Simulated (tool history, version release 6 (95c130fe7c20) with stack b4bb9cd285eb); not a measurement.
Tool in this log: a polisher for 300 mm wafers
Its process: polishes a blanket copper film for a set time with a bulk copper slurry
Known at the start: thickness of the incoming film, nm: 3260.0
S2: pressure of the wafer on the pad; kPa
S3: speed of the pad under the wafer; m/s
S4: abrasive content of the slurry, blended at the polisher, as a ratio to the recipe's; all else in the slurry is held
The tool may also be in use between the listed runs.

Run 1, day 0: flow of slurry (ml/min) 140, S2 18.6 kPa, S3 1.26 m/s, S4 1, polishing time (s) 85. Result: film removed (angstrom) 8371.
Run 2, day 0.367: flow of slurry (ml/min) 140, S2 16.5 kPa, S3 1.26 m/s, S4 1, polishing time (s) 85. Result: film removed (angstrom) 7535.1.
Run 3, day 0.692: flow of slurry (ml/min) 145, S2 17.9 kPa, S3 1.26 m/s, S4 1, polishing time (s) 85. Result: film removed (angstrom) 8127.
Run 4, day 0.833: flow of slurry (ml/min) 145, S2 17.9 kPa, S3 1.26 m/s, S4 1, polishing time (s) 90. Result: film removed (angstrom) 8540.4.
Run 5, day 0.917: flow of slurry (ml/min) 145, S2 14.5 kPa, S3 1.26 m/s, S4 1, polishing time (s) 90. Result: film removed (angstrom) 6940.5.
Run 6, day 1.138: flow of slurry (ml/min) 145, S2 15.9 kPa, S3 1.26 m/s, S4 1, polishing time (s) 90. Result: film removed (angstrom) 7656.7.
Run 7, day 1.421: flow of slurry (ml/min) 150, S2 17.2 kPa, S3 1.26 m/s, S4 1, polishing time (s) 90. Result: film removed (angstrom) 8338.8.

Estimate the outcome of run 8 from the log above:
Run 8, day 1.783: flow of slurry (ml/min) 155, S2 18.6 kPa, S3 1.26 m/s, S4 1, polishing time (s) 90. Result: film removed (angstrom) ?.

film removed (angstrom): 9075.9
